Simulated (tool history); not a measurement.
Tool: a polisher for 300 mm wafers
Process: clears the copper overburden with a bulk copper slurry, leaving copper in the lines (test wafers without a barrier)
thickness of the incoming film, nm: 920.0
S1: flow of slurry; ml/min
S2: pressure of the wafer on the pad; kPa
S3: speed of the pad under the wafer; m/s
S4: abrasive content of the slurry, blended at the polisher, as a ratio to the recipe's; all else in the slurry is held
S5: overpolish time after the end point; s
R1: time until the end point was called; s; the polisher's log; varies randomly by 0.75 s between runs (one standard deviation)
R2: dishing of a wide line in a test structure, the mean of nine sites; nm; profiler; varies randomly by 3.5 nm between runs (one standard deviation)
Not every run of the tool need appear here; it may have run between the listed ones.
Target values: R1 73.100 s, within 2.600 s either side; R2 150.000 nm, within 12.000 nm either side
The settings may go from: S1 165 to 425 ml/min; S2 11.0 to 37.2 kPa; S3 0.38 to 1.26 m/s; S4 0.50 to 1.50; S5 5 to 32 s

run  hour   S1    S2    S3    S4  S5       R1       R2
  1   0.0  275  24.1  0.82  1.00  16  121.720   72.427
  2   4.8  275  26.9  0.82  1.00  17  108.240   83.789
  3  13.4  225  26.9  0.82  1.00  17  109.830   81.522
  4  14.2  225  29.0  0.82  1.00  18  104.660   88.593
  5  22.5  225  29.0  0.82  0.85  18  105.950   91.352
     23.2  -- head pressure recalibrated
  6  23.2  225  29.0  0.82  0.85  25  100.240  115.300
  7  26.0  230  31.0  0.82  0.85  25   94.672  121.910
  8  27.3  230  32.4  0.82  0.85  25   88.561  127.070
  9  32.6  235  33.1  0.82  0.85  25   86.977  132.560
 10  35.0  240  33.8  0.82  0.85  25   86.320  128.550

Which one of the following 5 next-run settings gets every result inside its allowed miss? There is exactly one.
  A  37.4  255  31.7  0.70  0.90  26   ?   ?
  B  37.4  270  29.6  0.74  1.15  25   ?   ?
  C  37.4  315  37.2  0.84  0.85  26   ?   ?
  D  37.4  225  33.8  0.70  0.95  30   ?   ?
  E  37.4  270  33.1  1.06  0.90  16   ?   ?

move       R1       R2
   A  103.790  117.460
   B  100.050  116.240
   C   73.537  147.330
   D   98.104  133.840
   E   66.137  115.440
A: misses by more than the last run did
B: misses by more than the last run did
C: all results land within tolerance of their targets
D: misses by more than the last run did
E: the result that was furthest off in the last run now lies on the other side of its target
C is the move that brings every result within its allowed miss.
